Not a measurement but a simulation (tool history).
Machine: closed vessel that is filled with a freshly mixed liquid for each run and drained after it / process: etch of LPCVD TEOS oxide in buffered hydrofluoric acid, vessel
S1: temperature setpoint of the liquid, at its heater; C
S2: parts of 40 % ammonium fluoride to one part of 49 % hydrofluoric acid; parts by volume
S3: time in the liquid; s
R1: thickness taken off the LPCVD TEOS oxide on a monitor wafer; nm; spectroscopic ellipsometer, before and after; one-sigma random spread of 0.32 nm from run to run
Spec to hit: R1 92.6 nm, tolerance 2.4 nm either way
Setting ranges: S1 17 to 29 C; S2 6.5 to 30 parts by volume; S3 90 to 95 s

run  hour    S1    S2  S3      R1
  1     0    21  18.5  90  123.78
  2   1.1    21  18.5  90  124.11
  3  10.3    21  16.5  90  138.28
  4  17.2    20    17  90  126.26
  5  21.4  23.5    17  90  154.45
     29.7  -- hydrofluoric acid flow meter replaced
  6  29.7  23.5    17  95  154.71
  7  31.6  22.5    18  95  137.11
  8  40.8  21.5  18.5  95  127.97
  9  45.1  20.5    19  95  117.37
 10  48.5    20    19  95  114.04

Pick the move, out of 5, that brings all results within their allowed miss; only one does.
  A  51.9    17  18.5  90   ?
  B  51.9    17    20  90   ?
  C  51.9    20  20.5  90   ?
  D  51.9  22.5  17.5  90   ?
  E  51.9    19  19.5  90   ?

move      R1
   A  93.411
   B  86.479
   C  100.79
   D  134.43
   E  99.358
A: every result within its allowed miss
B: takes the biggest miss from the last run beyond its target
C: an improvement on the last run, though not all results are within tolerance
D: its largest miss is bigger than the last run's
E: an improvement on the last run, though not all results are within tolerance
Answer: A
